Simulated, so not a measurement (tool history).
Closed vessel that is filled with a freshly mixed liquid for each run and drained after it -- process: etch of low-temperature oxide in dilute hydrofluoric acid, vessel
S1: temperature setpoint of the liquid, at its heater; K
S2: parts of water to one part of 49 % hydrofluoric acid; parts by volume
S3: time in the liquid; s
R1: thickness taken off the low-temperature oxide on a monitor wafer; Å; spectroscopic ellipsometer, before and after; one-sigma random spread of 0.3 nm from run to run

run 1 hour=0 | S1=298.15 S2=280 S3=450 | R1=155.6
run 2 hour=3.9 | S1=299.65 S2=245 S3=450 | R1=192.62
run 3 hour=12.7 | S1=301.15 S2=215 S3=450 | R1=242.65
run 4 hour=20.4 | S1=302.15 S2=195 S3=450 | R1=282.79
run 5 hour=23.3 | S1=303.15 S2=180 S3=450 | R1=327.13
run 6 hour=32.7 | S1=300.65 S2=180 S3=450 | R1=295.82
run 7 hour=34.9 | S1=301.65 S2=170 S3=450 | R1=328.08

What will run 8 give?
run 8 hour=44 | S1=305.65 S2=130 S3=450 | R1=?

R1: 523.82 Å
